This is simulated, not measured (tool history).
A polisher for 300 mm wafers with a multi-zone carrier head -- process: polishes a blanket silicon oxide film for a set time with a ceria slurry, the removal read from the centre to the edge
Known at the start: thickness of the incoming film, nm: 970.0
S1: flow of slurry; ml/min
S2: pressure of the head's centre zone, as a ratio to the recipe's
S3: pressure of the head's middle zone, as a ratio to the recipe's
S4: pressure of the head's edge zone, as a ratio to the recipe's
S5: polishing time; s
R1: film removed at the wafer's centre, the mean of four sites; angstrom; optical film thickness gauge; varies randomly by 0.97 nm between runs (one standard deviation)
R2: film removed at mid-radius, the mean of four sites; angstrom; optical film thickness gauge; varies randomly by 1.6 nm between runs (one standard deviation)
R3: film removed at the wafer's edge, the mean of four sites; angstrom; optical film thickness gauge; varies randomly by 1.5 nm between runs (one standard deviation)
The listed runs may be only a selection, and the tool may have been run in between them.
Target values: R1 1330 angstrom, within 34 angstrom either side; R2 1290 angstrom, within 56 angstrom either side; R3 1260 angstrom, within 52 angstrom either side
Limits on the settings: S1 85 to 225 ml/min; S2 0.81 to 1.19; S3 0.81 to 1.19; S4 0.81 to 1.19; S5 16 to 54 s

run	hour	S1	S2	S3	S4	S5	R1	R2	R3
1	0	145	1	1	1	35	1660	1680.4	1672.8
2	6.6	125	1	1	1	35	1592.5	1632.7	1610.5
3	14.8	125	0.93	1	1	35	1506.1	1609.1	1597
4	23.4	125	0.93	1	1	40	1705.4	1881.5	1851
5	27.6	125	0.93	1	1	47	1993.3	2196.1	2098.1
6	32.7	120	0.95	0.98	0.96	42	1806.1	1923	1888.1
7	39.7	120	0.98	0.99	0.94	38	1656.5	1689.3	1678.4
8	47.4	115	0.99	1	0.91	36	1597.3	1660.3	1574.3
9	55.1	110	1	0.99	0.89	34	1491	1521.4	1438.8
10	58.5	105	1	0.97	0.87	33	1430.4	1417.8	1370.1
11	60.3	100	1	0.96	0.86	33	1404.5	1404.5	1342.1
12	66.4	95	1	0.94	0.85	33	1379.4	1362.2	1326.9
13	72.5	95	1	0.93	0.84	33	1363.8	1336.1	1340.8
14	77.8	95	1	0.93	0.84	33	1389.3	1368.8	1339.6
15	79.7	95	1	0.93	0.83	33	1383.9	1362.4	1313.2
16	87.4	95	1	0.92	0.83	33	1383	1340.6	1309.9
17	94.8	95	1	0.92	0.82	33	1386.3	1350.2	1315.8
18	98.4	95	1	0.92	0.82	33	1373.2	1362.6	1326.5

Next run, 4 choices. One meets every target within its allowed miss, the rest don't. Which?
A	102	90	1.02	0.93	0.83	32	?	?	?
B	102	105	1.08	0.89	0.84	30	?	?	?
C	102	105	1.02	0.81	0.92	33	?	?	?
D	102	105	0.94	0.91	0.81	35	?	?	?

move	R1	R2	R3
A	1342.7	1328.9	1266.2
B	1401.1	1270.8	1232.2
C	1461.6	1321.8	1413.7
D	1439.2	1503.9	1414.5
A: each result inside its tolerance
B: the worst result of the last run now meets its target, but another is out of spec
C: the worst result of the last run now meets its target, but another is out of spec
D: misses by more than the last run did
Move A is the one to make.
